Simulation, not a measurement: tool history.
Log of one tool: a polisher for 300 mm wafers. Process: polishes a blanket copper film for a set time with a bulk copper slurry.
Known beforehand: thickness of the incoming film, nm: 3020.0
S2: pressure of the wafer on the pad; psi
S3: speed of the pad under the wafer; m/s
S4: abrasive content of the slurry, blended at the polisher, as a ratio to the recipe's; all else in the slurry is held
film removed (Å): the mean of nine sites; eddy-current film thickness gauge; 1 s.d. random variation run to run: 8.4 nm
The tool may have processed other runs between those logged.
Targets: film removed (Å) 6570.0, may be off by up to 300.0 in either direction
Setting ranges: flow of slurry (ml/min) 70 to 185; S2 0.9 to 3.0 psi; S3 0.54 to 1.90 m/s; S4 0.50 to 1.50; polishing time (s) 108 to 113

run 1 hour=0.0 | flow_of_slurry_(ml/min)=120 S2=1.9 S3=1.22 S4=1.00 polishing_time_(s)=108 | film_removed_(Å)=8753.7
run 2 hour=8.3 | flow_of_slurry_(ml/min)=120 S2=2.4 S3=1.22 S4=1.00 polishing_time_(s)=108 | film_removed_(Å)=10691.0
run 3 hour=10.9 | flow_of_slurry_(ml/min)=120 S2=2.8 S3=1.22 S4=1.00 polishing_time_(s)=108 | film_removed_(Å)=12724.0
run 4 hour=17.2 | flow_of_slurry_(ml/min)=120 S2=2.8 S3=1.22 S4=1.00 polishing_time_(s)=108 | film_removed_(Å)=12323.0
run 5 hour=25.7 | flow_of_slurry_(ml/min)=120 S2=3.0 S3=1.22 S4=1.00 polishing_time_(s)=108 | film_removed_(Å)=13204.0
run 6 hour=29.4 | flow_of_slurry_(ml/min)=115 S2=2.5 S3=1.18 S4=1.00 polishing_time_(s)=108 | film_removed_(Å)=10879.0
run 7 hour=35.8 | flow_of_slurry_(ml/min)=115 S2=2.2 S3=1.16 S4=1.00 polishing_time_(s)=108 | film_removed_(Å)=9664.6
run 8 hour=41.1 | flow_of_slurry_(ml/min)=115 S2=1.9 S3=1.14 S4=1.00 polishing_time_(s)=108 | film_removed_(Å)=8175.1
run 9 hour=49.0 | flow_of_slurry_(ml/min)=115 S2=1.8 S3=1.14 S4=1.00 polishing_time_(s)=108 | film_removed_(Å)=7726.5
run 10 hour=49.9 | flow_of_slurry_(ml/min)=115 S2=1.7 S3=1.14 S4=1.00 polishing_time_(s)=108 | film_removed_(Å)=7363.7
run 11 hour=55.4 | flow_of_slurry_(ml/min)=115 S2=1.6 S3=1.14 S4=1.00 polishing_time_(s)=108 | film_removed_(Å)=6946.5

Which of these 4 next moves meets every target?
run A hour=60.9 | flow_of_slurry_(ml/min)=115 S2=1.6 S3=1.08 S4=1.05 polishing_time_(s)=108 | film_removed_(Å)=?
run B hour=60.9 | flow_of_slurry_(ml/min)=135 S2=1.6 S3=1.16 S4=1.00 polishing_time_(s)=108 | film_removed_(Å)=?
run C hour=60.9 | flow_of_slurry_(ml/min)=105 S2=1.4 S3=1.30 S4=1.00 polishing_time_(s)=112 | film_removed_(Å)=?
run D hour=60.9 | flow_of_slurry_(ml/min)=90 S2=1.5 S3=1.32 S4=0.75 polishing_time_(s)=113 | film_removed_(Å)=?

move=A film_removed_(Å)=6638.7
move=B film_removed_(Å)=7323.3
move=C film_removed_(Å)=7121.0
move=D film_removed_(Å)=7110.7
A: all results in spec
B: the biggest miss grows against the last run
C: the biggest miss grows against the last run
D: the biggest miss grows against the last run
Answer: A
